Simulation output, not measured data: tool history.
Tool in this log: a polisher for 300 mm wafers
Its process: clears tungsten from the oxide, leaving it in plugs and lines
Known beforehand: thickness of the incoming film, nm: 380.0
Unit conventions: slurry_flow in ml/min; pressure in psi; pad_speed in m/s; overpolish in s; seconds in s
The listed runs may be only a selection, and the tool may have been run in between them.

Run 1, day 0: slurry_flow 280 ml/min, pressure 4.6 psi, pad_speed 1.4 m/s, slurry_solids 1, overpolish 24 s. Result: seconds 39.154 s.
Run 2, day 0.3: slurry_flow 280 ml/min, pressure 4.6 psi, pad_speed 1.4 m/s, slurry_solids 1.15, overpolish 24 s. Result: seconds 39.277 s.
Run 3, day 0.446: slurry_flow 280 ml/min, pressure 4.9 psi, pad_speed 1.42 m/s, slurry_solids 1.15, overpolish 24 s. Result: seconds 36.079 s.
Run 4, day 0.808: slurry_flow 280 ml/min, pressure 4.9 psi, pad_speed 1.42 m/s, slurry_solids 1.05, overpolish 24 s. Result: seconds 36.858 s.
Run 5, day 1.058: slurry_flow 230 ml/min, pressure 4.9 psi, pad_speed 1.42 m/s, slurry_solids 1.05, overpolish 24 s. Result: seconds 37.353 s.
Run 6, day 1.371: slurry_flow 230 ml/min, pressure 4.9 psi, pad_speed 1.26 m/s, slurry_solids 1.05, overpolish 24 s. Result: seconds 43.238 s.
Run 7, day 1.483: slurry_flow 230 ml/min, pressure 5.3 psi, pad_speed 1.28 m/s, slurry_solids 1.05, overpolish 24 s. Result: seconds 38.576 s.
Run 8, day 1.696: slurry_flow 230 ml/min, pressure 5.6 psi, pad_speed 1.28 m/s, slurry_solids 1.05, overpolish 24 s. Result: seconds 35.929 s.

Run 9 is up next; what results do you expect?
Run 9, day 1.779: slurry_flow 230 ml/min, pressure 5.9 psi, pad_speed 1.28 m/s, slurry_solids 1.05, overpolish 24 s. Result: seconds ?.

{"run 9": {"seconds": 35.456}}

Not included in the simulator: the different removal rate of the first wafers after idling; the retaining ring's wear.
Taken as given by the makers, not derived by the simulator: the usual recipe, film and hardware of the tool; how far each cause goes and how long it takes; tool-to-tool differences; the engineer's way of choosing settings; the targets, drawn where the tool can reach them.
